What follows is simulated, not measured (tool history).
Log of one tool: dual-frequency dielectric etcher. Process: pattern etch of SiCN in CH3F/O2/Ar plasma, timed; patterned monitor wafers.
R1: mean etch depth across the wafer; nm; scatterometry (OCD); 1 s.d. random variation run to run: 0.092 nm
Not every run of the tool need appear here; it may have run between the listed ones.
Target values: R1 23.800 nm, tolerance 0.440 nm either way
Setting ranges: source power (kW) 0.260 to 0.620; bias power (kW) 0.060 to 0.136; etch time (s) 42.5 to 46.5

run 1 hour=0.0 | source_power_(kW)=0.440 bias_power_(kW)=0.098 etch_time_(s)=46.5 | R1=21.090
run 2 hour=5.8 | source_power_(kW)=0.440 bias_power_(kW)=0.098 etch_time_(s)=42.5 | R1=19.388
run 3 hour=12.3 | source_power_(kW)=0.500 bias_power_(kW)=0.098 etch_time_(s)=42.5 | R1=20.061
run 4 hour=18.1 | source_power_(kW)=0.500 bias_power_(kW)=0.084 etch_time_(s)=42.5 | R1=18.932
run 5 hour=24.5 | source_power_(kW)=0.510 bias_power_(kW)=0.090 etch_time_(s)=42.5 | R1=19.404
run 6 hour=26.7 | source_power_(kW)=0.520 bias_power_(kW)=0.096 etch_time_(s)=42.5 | R1=20.123
run 7 hour=32.3 | source_power_(kW)=0.530 bias_power_(kW)=0.100 etch_time_(s)=42.5 | R1=20.484
run 8 hour=40.5 | source_power_(kW)=0.540 bias_power_(kW)=0.104 etch_time_(s)=42.5 | R1=20.743
run 9 hour=44.5 | source_power_(kW)=0.540 bias_power_(kW)=0.108 etch_time_(s)=42.5 | R1=21.233
run 10 hour=52.9 | source_power_(kW)=0.550 bias_power_(kW)=0.111 etch_time_(s)=42.5 | R1=21.361
run 11 hour=59.6 | source_power_(kW)=0.550 bias_power_(kW)=0.114 etch_time_(s)=42.5 | R1=21.589
run 12 hour=60.6 | source_power_(kW)=0.560 bias_power_(kW)=0.117 etch_time_(s)=42.5 | R1=21.872

Exactly one of the 4 candidate moves below puts every result within its allowed miss. Which one?
run A hour=61.6 | source_power_(kW)=0.520 bias_power_(kW)=0.125 etch_time_(s)=46.0 | R1=?
run B hour=61.6 | source_power_(kW)=0.530 bias_power_(kW)=0.118 etch_time_(s)=45.0 | R1=?
run C hour=61.6 | source_power_(kW)=0.530 bias_power_(kW)=0.121 etch_time_(s)=44.5 | R1=?
run D hour=61.6 | source_power_(kW)=0.510 bias_power_(kW)=0.122 etch_time_(s)=45.0 | R1=?

move=A R1=23.805
move=B R1=22.923
move=C R1=22.874
move=D R1=22.967
A: all results in spec
B: nearer than the last run, and not there yet
C: nearer than the last run, and not there yet
D: nearer than the last run, and not there yet
Move A is the one to make.
